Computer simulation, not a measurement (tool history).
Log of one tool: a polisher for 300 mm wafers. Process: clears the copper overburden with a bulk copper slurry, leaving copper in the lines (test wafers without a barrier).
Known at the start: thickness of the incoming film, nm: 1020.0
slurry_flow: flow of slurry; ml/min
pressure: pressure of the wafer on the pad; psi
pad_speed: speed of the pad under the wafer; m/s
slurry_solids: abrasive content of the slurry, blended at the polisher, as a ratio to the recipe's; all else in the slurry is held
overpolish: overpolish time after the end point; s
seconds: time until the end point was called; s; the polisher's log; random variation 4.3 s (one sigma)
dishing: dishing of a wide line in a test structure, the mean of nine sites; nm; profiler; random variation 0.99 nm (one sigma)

{"run": 1, "hour": 0.0, "slurry_flow": 135, "pressure": 2.4, "pad_speed": 1, "slurry_solids": 1, "overpolish": 24, "seconds": 155.89, "dishing": 77.98}
{"run": 2, "hour": 4.3, "slurry_flow": 135, "pressure": 2.3, "pad_speed": 1, "slurry_solids": 1, "overpolish": 24, "seconds": 163.2, "dishing": 75.915}
{"run": 3, "hour": 5.8, "slurry_flow": 135, "pressure": 2.3, "pad_speed": 1, "slurry_solids": 1, "overpolish": 30, "seconds": 161.55, "dishing": 86.949}
{"run": 4, "hour": 11.9, "slurry_flow": 135, "pressure": 2.2, "pad_speed": 1, "slurry_solids": 1, "overpolish": 29, "seconds": 170.72, "dishing": 83.32}
{"run": 5, "hour": 15.1, "slurry_flow": 135, "pressure": 2.1, "pad_speed": 1, "slurry_solids": 1, "overpolish": 28, "seconds": 177.08, "dishing": 76.819}
{"run": 6, "hour": 16.0, "slurry_flow": 135, "pressure": 2.1, "pad_speed": 1, "slurry_solids": 0.8, "overpolish": 28, "seconds": 185.22, "dishing": 74.971}
{"run": 7, "hour": 23.6, "slurry_flow": 135, "pressure": 2, "pad_speed": 1, "slurry_solids": 0.8, "overpolish": 27, "seconds": 195.48, "dishing": 70.57}
{"run": 8, "hour": 25.2, "slurry_flow": 135, "pressure": 1.9, "pad_speed": 1, "slurry_solids": 0.8, "overpolish": 26, "seconds": 205.52, "dishing": 70.699}
{"run": 9, "hour": 29.9, "slurry_flow": 135, "pressure": 1.9, "pad_speed": 1, "slurry_solids": 0.8, "overpolish": 24, "seconds": 206.09, "dishing": 66.897}
{"run": 10, "hour": 32.5, "slurry_flow": 135, "pressure": 1.9, "pad_speed": 1, "slurry_solids": 0.8, "overpolish": 23, "seconds": 202.48, "dishing": 63.058}

Run 11 comes next. What will it give?
{"run": 11, "hour": 37.4, "slurry_flow": 135, "pressure": 1.8, "pad_speed": 1, "slurry_solids": 0.8, "overpolish": 23, "seconds": "?", "dishing": "?"}

{"run 11": {"seconds": 213.96, "dishing": 59.597}}
